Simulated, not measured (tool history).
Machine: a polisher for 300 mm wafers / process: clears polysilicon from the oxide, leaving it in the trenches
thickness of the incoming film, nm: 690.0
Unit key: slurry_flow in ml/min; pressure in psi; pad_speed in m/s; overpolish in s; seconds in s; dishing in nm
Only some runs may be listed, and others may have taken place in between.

{"run": 1, "hour": 0.0, "slurry_flow": 250, "pressure": 2.1, "pad_speed": 0.86, "overpolish": 17, "seconds": 58.675, "dishing": 37.696}
{"run": 2, "hour": 2.7, "slurry_flow": 205, "pressure": 2.1, "pad_speed": 0.86, "overpolish": 17, "seconds": 60.043, "dishing": 38.056}
{"run": 3, "hour": 5.1, "slurry_flow": 225, "pressure": 2.2, "pad_speed": 0.86, "overpolish": 14, "seconds": 56.814, "dishing": 36.879}
{"run": 4, "hour": 13.7, "slurry_flow": 225, "pressure": 2.2, "pad_speed": 0.78, "overpolish": 14, "seconds": 62.197, "dishing": 36.198}
{"run": 5, "hour": 21.7, "slurry_flow": 230, "pressure": 2.3, "pad_speed": 0.78, "overpolish": 14, "seconds": 59.428, "dishing": 36.71}
{"run": 6, "hour": 29.9, "slurry_flow": 235, "pressure": 2.4, "pad_speed": 0.78, "overpolish": 13, "seconds": 56.252, "dishing": 36.587}
{"run": 7, "hour": 36.4, "slurry_flow": 240, "pressure": 2.5, "pad_speed": 0.78, "overpolish": 12, "seconds": 55.559, "dishing": 37.422}

Forecast run 8:
{"run": 8, "hour": 42.8, "slurry_flow": 220, "pressure": 2.6, "pad_speed": 0.8, "overpolish": 10, "seconds": "?", "dishing": "?"}

{"run 8": {"seconds": 51.958, "dishing": 36.449}}

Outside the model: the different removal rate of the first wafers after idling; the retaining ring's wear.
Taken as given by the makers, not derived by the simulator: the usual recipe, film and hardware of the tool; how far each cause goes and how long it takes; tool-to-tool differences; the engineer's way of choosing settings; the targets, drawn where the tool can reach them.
